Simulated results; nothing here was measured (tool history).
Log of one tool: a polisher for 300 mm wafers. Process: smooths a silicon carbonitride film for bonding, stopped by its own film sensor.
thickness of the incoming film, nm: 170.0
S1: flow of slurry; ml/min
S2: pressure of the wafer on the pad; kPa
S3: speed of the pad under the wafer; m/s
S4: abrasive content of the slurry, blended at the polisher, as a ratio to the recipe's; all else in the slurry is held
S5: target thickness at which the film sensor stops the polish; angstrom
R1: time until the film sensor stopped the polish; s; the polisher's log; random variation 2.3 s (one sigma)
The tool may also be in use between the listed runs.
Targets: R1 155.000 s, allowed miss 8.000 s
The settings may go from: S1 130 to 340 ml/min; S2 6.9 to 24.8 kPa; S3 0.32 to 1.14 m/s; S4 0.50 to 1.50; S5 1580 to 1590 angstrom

run,hour,S1,S2,S3,S4,S5,R1
1,0.0,220,15.9,0.72,1.00,1580,59.285
2,6.4,220,15.9,0.72,1.15,1580,58.227
3,10.6,220,14.5,0.66,1.15,1580,65.105
4,19.2,210,13.1,0.60,1.10,1580,76.575
5,28.2,205,11.7,0.56,1.05,1580,91.235
6,33.4,205,11.7,0.56,1.20,1580,86.677
7,40.2,205,11.0,0.52,1.20,1580,98.127
8,46.5,205,10.3,0.50,1.20,1580,106.580
9,54.2,205,9.7,0.48,1.20,1580,113.020
10,56.3,205,9.7,0.48,1.20,1580,114.080

5 next moves are on the table. One of them brings every result within its allowed miss. Which?
A,58.4,185,7.6,0.48,1.15,1580,?
B,58.4,230,10.3,0.36,1.10,1580,?
C,58.4,215,6.9,0.50,1.20,1580,?
D,58.4,230,8.3,0.36,1.30,1580,?
E,58.4,190,6.9,0.54,1.20,1580,?

move,R1
A,137.980
B,138.520
C,137.430
D,152.720
E,131.160
A: nearer than the last run, and not there yet
B: nearer than the last run, and not there yet
C: nearer than the last run, and not there yet
D: meets every target
E: nearer than the last run, and not there yet
Move D is the one to make.
